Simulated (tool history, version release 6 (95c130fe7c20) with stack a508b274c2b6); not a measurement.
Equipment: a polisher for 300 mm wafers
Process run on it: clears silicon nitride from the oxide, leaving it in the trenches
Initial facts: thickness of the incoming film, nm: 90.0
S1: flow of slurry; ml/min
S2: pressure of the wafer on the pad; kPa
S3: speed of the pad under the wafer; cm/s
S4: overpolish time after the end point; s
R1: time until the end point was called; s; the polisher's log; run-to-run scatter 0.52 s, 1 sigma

run 1 hour=0.0 | S1=290 S2=19.3 S3=108 S4=7 | R1=95.367
run 2 hour=8.8 | S1=235 S2=19.3 S3=108 S4=7 | R1=95.143
run 3 hour=16.7 | S1=235 S2=20.7 S3=108 S4=7 | R1=91.370
run 4 hour=22.8 | S1=235 S2=20.7 S3=86 S4=7 | R1=113.560
run 5 hour=25.6 | S1=235 S2=20.7 S3=108 S4=7 | R1=91.820
run 6 hour=33.4 | S1=235 S2=18.6 S3=108 S4=7 | R1=98.176
run 7 hour=38.1 | S1=235 S2=20.0 S3=112 S4=7 | R1=90.763
run 8 hour=46.1 | S1=235 S2=21.4 S3=114 S4=7 | R1=83.653
-- hour=48.0 slurry nozzle cleaned
run 9 hour=48.0 | S1=235 S2=22.8 S3=116 S4=7 | R1=75.743
run 10 hour=52.6 | S1=235 S2=28.3 S3=118 S4=7 | R1=61.458

Run 11 comes next. What will it give?
run 11 hour=57.2 | S1=235 S2=28.3 S3=120 S4=7 | R1=?

{"run 11": {"R1": 60.768}}

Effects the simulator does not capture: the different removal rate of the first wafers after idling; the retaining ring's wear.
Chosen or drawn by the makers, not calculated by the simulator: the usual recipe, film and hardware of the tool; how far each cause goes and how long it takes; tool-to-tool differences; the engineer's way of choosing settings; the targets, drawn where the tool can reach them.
